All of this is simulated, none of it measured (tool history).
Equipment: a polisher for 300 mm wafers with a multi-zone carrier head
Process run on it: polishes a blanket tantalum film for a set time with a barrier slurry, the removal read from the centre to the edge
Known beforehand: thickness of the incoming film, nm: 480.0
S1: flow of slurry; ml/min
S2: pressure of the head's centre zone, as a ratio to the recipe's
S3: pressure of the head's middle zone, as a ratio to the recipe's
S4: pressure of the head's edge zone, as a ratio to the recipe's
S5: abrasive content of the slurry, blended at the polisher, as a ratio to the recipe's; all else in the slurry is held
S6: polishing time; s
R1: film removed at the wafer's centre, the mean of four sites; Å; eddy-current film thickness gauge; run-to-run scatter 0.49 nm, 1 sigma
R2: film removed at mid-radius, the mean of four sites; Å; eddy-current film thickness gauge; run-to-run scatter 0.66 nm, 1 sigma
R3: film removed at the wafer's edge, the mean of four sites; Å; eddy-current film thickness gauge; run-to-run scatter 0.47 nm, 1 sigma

{"run": 1, "hour": 0.0, "S1": 225, "S2": 1, "S3": 1, "S4": 1, "S5": 1, "S6": 58, "R1": 699.53, "R2": 714.47, "R3": 665.55}
{"run": 2, "hour": 4.9, "S1": 225, "S2": 1, "S3": 1, "S4": 1, "S5": 1.1, "S6": 58, "R1": 725.82, "R2": 732.45, "R3": 700.65}
{"run": 3, "hour": 6.6, "S1": 220, "S2": 0.98, "S3": 0.99, "S4": 0.99, "S5": 1.05, "S6": 58, "R1": 689.38, "R2": 705.49, "R3": 678.1}
{"run": 4, "hour": 14.8, "S1": 220, "S2": 0.91, "S3": 0.99, "S4": 0.99, "S5": 1.05, "S6": 58, "R1": 663.37, "R2": 704.44, "R3": 672.63}
{"run": 5, "hour": 18.6, "S1": 220, "S2": 0.91, "S3": 0.99, "S4": 0.94, "S5": 1.05, "S6": 58, "R1": 641.74, "R2": 713.47, "R3": 646.46}
{"run": 6, "hour": 25.3, "S1": 200, "S2": 0.91, "S3": 0.99, "S4": 0.94, "S5": 1.05, "S6": 58, "R1": 641.56, "R2": 701.79, "R3": 661.07}
{"run": 7, "hour": 33.7, "S1": 205, "S2": 0.9, "S3": 0.98, "S4": 0.93, "S5": 1, "S6": 58, "R1": 628.09, "R2": 686.56, "R3": 645.85}
{"run": 8, "hour": 42.3, "S1": 210, "S2": 0.9, "S3": 0.98, "S4": 0.92, "S5": 0.95, "S6": 58, "R1": 629.94, "R2": 696.92, "R3": 627.52}
{"run": 9, "hour": 46.9, "S1": 165, "S2": 0.81, "S3": 0.88, "S4": 0.86, "S5": 0.7, "S6": 56, "R1": 463.02, "R2": 520.41, "R3": 520.14}
{"run": 10, "hour": 51.7, "S1": 175, "S2": 0.82, "S3": 0.89, "S4": 0.86, "S5": 0.7, "S6": 56, "R1": 470.22, "R2": 533.49, "R3": 524.72}
{"run": 11, "hour": 58.8, "S1": 185, "S2": 0.83, "S3": 0.9, "S4": 0.86, "S5": 0.7, "S6": 56, "R1": 486.09, "R2": 543.3, "R3": 518.2}

For run 12, what comes out?
{"run": 12, "hour": 63.1, "S1": 190, "S2": 0.83, "S3": 0.9, "S4": 0.86, "S5": 0.7, "S6": 56, "R1": "?", "R2": "?", "R3": "?"}

{"run 12": {"R1": 487.2, "R2": 537.37, "R3": 529.68}}

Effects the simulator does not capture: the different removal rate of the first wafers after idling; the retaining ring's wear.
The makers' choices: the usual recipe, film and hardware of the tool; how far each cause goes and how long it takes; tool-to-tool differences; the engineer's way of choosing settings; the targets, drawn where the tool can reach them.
